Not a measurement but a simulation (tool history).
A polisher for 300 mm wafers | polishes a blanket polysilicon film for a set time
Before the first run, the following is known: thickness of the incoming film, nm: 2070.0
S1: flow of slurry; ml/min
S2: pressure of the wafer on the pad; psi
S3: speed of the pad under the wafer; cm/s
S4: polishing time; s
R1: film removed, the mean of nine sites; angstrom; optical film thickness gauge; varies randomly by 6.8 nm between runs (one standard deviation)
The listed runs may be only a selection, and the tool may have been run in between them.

run 1 hour=0.0 | S1=310 S2=2.3 S3=104 S4=80 | R1=5966.3
run 2 hour=3.0 | S1=310 S2=2.3 S3=116 S4=80 | R1=6421.1
run 3 hour=8.6 | S1=315 S2=2.6 S3=116 S4=80 | R1=7074.9
run 4 hour=12.4 | S1=315 S2=2.9 S3=120 S4=80 | R1=7952.6
run 5 hour=16.7 | S1=255 S2=2.9 S3=120 S4=80 | R1=7813.9
run 6 hour=19.7 | S1=255 S2=2.5 S3=120 S4=80 | R1=6905.2
run 7 hour=25.1 | S1=275 S2=2.8 S3=122 S4=80 | R1=7755.5
-- hour=29.3 head pressure recalibrated
run 8 hour=29.3 | S1=290 S2=3.0 S3=124 S4=80 | R1=8933.7
run 9 hour=32.0 | S1=325 S2=3.1 S3=124 S4=80 | R1=9295.3
run 10 hour=34.3 | S1=355 S2=3.1 S3=124 S4=80 | R1=9361.6

Run 11 is up next; what results do you expect?
run 11 hour=36.7 | S1=375 S2=3.2 S3=124 S4=80 | R1=?

Logged for run 11: R1 9660.6 angstrom.

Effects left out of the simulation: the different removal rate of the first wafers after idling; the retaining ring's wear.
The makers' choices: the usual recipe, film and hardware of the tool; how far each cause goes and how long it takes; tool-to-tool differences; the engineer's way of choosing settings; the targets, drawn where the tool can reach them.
